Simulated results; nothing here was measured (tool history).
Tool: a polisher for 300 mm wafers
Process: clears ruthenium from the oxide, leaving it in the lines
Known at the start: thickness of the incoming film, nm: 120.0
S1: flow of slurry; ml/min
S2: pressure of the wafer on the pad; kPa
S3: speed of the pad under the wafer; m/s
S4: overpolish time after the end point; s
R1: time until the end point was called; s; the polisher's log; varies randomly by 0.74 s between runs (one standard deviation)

{"run": 1, "hour": 0.0, "S1": 250, "S2": 17.2, "S3": 0.98, "S4": 44, "R1": 99.409}
{"run": 2, "hour": 4.7, "S1": 250, "S2": 19.3, "S3": 0.98, "S4": 44, "R1": 88.654}
{"run": 3, "hour": 10.7, "S1": 250, "S2": 21.4, "S3": 0.98, "S4": 44, "R1": 83.457}
{"run": 4, "hour": 12.2, "S1": 250, "S2": 21.4, "S3": 0.88, "S4": 44, "R1": 90.833}
{"run": 5, "hour": 12.9, "S1": 250, "S2": 22.8, "S3": 0.92, "S4": 44, "R1": 84.39}
{"run": 6, "hour": 19.5, "S1": 250, "S2": 26.9, "S3": 0.92, "S4": 44, "R1": 72.094}

For run 7, what comes out?
{"run": 7, "hour": 21.7, "S1": 250, "S2": 26.9, "S3": 0.96, "S4": 44, "R1": "?"}

{"run 7": {"R1": 69.245}}
